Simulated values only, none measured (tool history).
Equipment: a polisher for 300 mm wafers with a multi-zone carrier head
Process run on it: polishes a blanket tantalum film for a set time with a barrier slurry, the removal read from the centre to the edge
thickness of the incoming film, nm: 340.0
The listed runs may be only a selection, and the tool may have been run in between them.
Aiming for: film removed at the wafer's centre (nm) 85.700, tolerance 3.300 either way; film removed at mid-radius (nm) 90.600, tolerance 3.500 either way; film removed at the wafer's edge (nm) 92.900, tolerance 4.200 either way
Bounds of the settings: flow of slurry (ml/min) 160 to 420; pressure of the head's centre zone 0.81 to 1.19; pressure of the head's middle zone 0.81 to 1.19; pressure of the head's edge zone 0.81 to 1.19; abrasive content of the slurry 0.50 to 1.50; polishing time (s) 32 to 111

| run | hour | flow of slurry (ml/min) | pressure of the head's centre zone | pressure of the head's middle zone | pressure of the head's edge zone | abrasive content of the slurry | polishing time (s) | film removed at the wafer's centre (nm) | film removed at mid-radius (nm) | film removed at the wafer's edge (nm) |
|---|---|---|---|---|---|---|---|---|---|---|
| 1 | 0.0 | 270 | 1.00 | 1.00 | 1.00 | 1.00 | 71 | 97.239 | 98.640 | 95.155 |
| 2 | 1.9 | 315 | 1.00 | 1.00 | 1.00 | 1.00 | 71 | 99.246 | 98.840 | 97.028 |
| 3 | 8.7 | 315 | 1.00 | 1.00 | 1.00 | 1.10 | 71 | 100.970 | 103.410 | 97.785 |
| 4 | 14.6 | 315 | 1.00 | 1.00 | 0.94 | 1.10 | 71 | 102.140 | 104.570 | 97.166 |
| 5 | 17.8 | 315 | 1.00 | 1.00 | 0.94 | 1.10 | 85 | 122.890 | 122.510 | 113.890 |
| 6 | 25.3 | 310 | 0.97 | 0.99 | 0.93 | 1.00 | 84 | 113.690 | 118.990 | 107.350 |
| 7 | 26.6 | 310 | 0.97 | 0.99 | 0.93 | 1.00 | 84 | 116.110 | 120.520 | 109.290 |
| 8 | 35.5 | 305 | 0.95 | 0.96 | 0.95 | 0.90 | 83 | 107.350 | 109.580 | 106.680 |
| 9 | 37.6 | 300 | 0.93 | 0.94 | 0.94 | 0.85 | 83 | 102.630 | 108.000 | 105.630 |
| 10 | 42.5 | 300 | 0.92 | 0.93 | 0.93 | 0.80 | 83 | 99.672 | 106.730 | 102.240 |
| 11 | 46.9 | 300 | 0.92 | 0.93 | 0.93 | 0.80 | 83 | 102.480 | 106.680 | 103.170 |
| 12 | 54.1 | 275 | 0.82 | 0.83 | 0.86 | 0.55 | 82 | 80.502 | 84.766 | 87.318 |
| 13 | 56.7 | 280 | 0.83 | 0.84 | 0.87 | 0.55 | 82 | 81.032 | 86.565 | 86.352 |
| 14 | 59.5 | 285 | 0.83 | 0.84 | 0.88 | 0.55 | 82 | 81.887 | 86.793 | 86.330 |
|  | 66.4 | worn pad replaced by a new one |
| 15 | 66.4 | 280 | 0.83 | 0.84 | 0.88 | 0.60 | 82 | 90.559 | 95.761 | 99.397 |
| 16 | 70.5 | 280 | 0.83 | 0.84 | 0.88 | 0.60 | 82 | 90.268 | 97.724 | 96.539 |
| 17 | 74.5 | 265 | 0.84 | 0.84 | 0.88 | 0.60 | 82 | 90.891 | 95.747 | 96.162 |

Which of these 5 next moves meets every target?
| A | 78.5 | 270 | 0.86 | 0.99 | 0.82 | 0.80 | 73 | ? | ? | ? |
| B | 78.5 | 240 | 0.86 | 0.88 | 0.85 | 0.60 | 83 | ? | ? | ? |
| C | 78.5 | 250 | 1.02 | 0.98 | 0.81 | 0.70 | 76 | ? | ? | ? |
| D | 78.5 | 215 | 0.85 | 0.85 | 0.81 | 0.80 | 82 | ? | ? | ? |
| E | 78.5 | 230 | 0.85 | 0.86 | 0.92 | 0.55 | 79 | ? | ? | ? |

| move | film removed at the wafer's centre (nm) | film removed at mid-radius (nm) | film removed at the wafer's edge (nm) |
|---|---|---|---|
| A | 89.954 | 101.900 | 91.065 |
| B | 92.608 | 97.840 | 95.559 |
| C | 102.420 | 100.610 | 90.291 |
| D | 97.614 | 102.130 | 100.270 |
| E | 84.525 | 88.957 | 90.941 |
A: moves away from the targets compared with the last run
B: moves away from the targets compared with the last run
C: moves away from the targets compared with the last run
D: moves away from the targets compared with the last run
E: all results in spec
E is the move that brings every result within its allowed miss.
